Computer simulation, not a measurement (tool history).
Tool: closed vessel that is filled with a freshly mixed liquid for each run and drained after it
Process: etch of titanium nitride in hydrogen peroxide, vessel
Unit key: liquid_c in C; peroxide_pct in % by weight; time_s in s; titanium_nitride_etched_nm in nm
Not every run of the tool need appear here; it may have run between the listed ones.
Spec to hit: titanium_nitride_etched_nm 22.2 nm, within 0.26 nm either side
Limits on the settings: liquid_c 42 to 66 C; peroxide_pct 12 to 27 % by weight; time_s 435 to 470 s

Run 1, day 0: liquid_c 58 C, peroxide_pct 18 % by weight, time_s 435 s. Result: titanium_nitride_etched_nm 24.076 nm.
Run 2, day 0.062: liquid_c 57.5 C, peroxide_pct 18 % by weight, time_s 435 s. Result: titanium_nitride_etched_nm 23.222 nm.
Run 3, day 0.371: liquid_c 52 C, peroxide_pct 18 % by weight, time_s 435 s. Result: titanium_nitride_etched_nm 15.845 nm.
Run 4, day 0.429: liquid_c 52 C, peroxide_pct 20.5 % by weight, time_s 435 s. Result: titanium_nitride_etched_nm 16.206 nm.
Run 5, day 0.792: liquid_c 53.5 C, peroxide_pct 20.5 % by weight, time_s 435 s. Result: titanium_nitride_etched_nm 18.187 nm.
Run 6, day 1.121: liquid_c 53.5 C, peroxide_pct 20.5 % by weight, time_s 470 s. Result: titanium_nitride_etched_nm 19.479 nm.
Run 7, day 1.238: liquid_c 56 C, peroxide_pct 20.5 % by weight, time_s 470 s. Result: titanium_nitride_etched_nm 23.293 nm.
Run 8, day 1.4: liquid_c 55 C, peroxide_pct 20.5 % by weight, time_s 470 s. Result: titanium_nitride_etched_nm 21.596 nm.
Run 9, day 1.554: liquid_c 55.5 C, peroxide_pct 20.5 % by weight, time_s 470 s. Result: titanium_nitride_etched_nm 22.498 nm.

Pick the move, out of 4, that brings all results within their allowed miss; only one does.
Run A, day 1.708: liquid_c 56 C, peroxide_pct 24 % by weight, time_s 435 s. Result: titanium_nitride_etched_nm ?.
Run B, day 1.708: liquid_c 56 C, peroxide_pct 19 % by weight, time_s 470 s. Result: titanium_nitride_etched_nm ?.
Run C, day 1.708: liquid_c 56 C, peroxide_pct 21 % by weight, time_s 435 s. Result: titanium_nitride_etched_nm ?.
Run D, day 1.708: liquid_c 56 C, peroxide_pct 21.5 % by weight, time_s 435 s. Result: titanium_nitride_etched_nm ?.

move  titanium_nitride_etched_nm
   A                      22.133
   B                       22.74
   C                      21.503
   D                      21.612
A: each result inside its tolerance
B: further off than the last run
C: moves the result that the last run missed by most past its target, out the other side
D: moves the result that the last run missed by most past its target, out the other side
A is the move that brings every result within its allowed miss.

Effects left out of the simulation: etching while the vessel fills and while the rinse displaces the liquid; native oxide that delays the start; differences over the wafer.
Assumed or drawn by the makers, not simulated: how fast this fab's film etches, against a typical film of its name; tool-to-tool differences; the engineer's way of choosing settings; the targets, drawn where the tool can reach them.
